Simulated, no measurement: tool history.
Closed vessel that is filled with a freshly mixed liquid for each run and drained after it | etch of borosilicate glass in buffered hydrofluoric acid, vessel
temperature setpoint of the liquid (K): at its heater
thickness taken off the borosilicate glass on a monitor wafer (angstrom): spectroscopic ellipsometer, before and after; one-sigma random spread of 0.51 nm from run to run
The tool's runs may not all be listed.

| run | hour | temperature setpoint of the liquid (K) | parts of 40 % ammonium fluoride to one part of 49 % hydrofluoric acid (parts by volume) | time in the liquid (s) | thickness taken off the borosilicate glass on a monitor wafer (angstrom) |
|---|---|---|---|---|---|
| 1 | 0 | 296.15 | 12 | 95 | 1171.9 |
| 2 | 2 | 296.15 | 12 | 95 | 1173.4 |
| 3 | 6.8 | 296.15 | 9.5 | 95 | 1446.3 |
| 4 | 8 | 294.65 | 11 | 95 | 1180.7 |
|  | 12.7 | thermometer replaced |
| 5 | 12.7 | 293.65 | 12 | 95 | 929.09 |
| 6 | 16 | 293.65 | 15 | 95 | 748.24 |
| 7 | 16.6 | 293.15 | 15 | 95 | 726.9 |
| 8 | 20.2 | 292.65 | 15 | 95 | 709.81 |

Run 9, settings as shown, results not yet in. Your forecast:
| 9 | 25.9 | 292.15 | 15 | 95 | ? |

{"run 9": {"thickness taken off the borosilicate glass on a monitor wafer (angstrom)": 681.23}}

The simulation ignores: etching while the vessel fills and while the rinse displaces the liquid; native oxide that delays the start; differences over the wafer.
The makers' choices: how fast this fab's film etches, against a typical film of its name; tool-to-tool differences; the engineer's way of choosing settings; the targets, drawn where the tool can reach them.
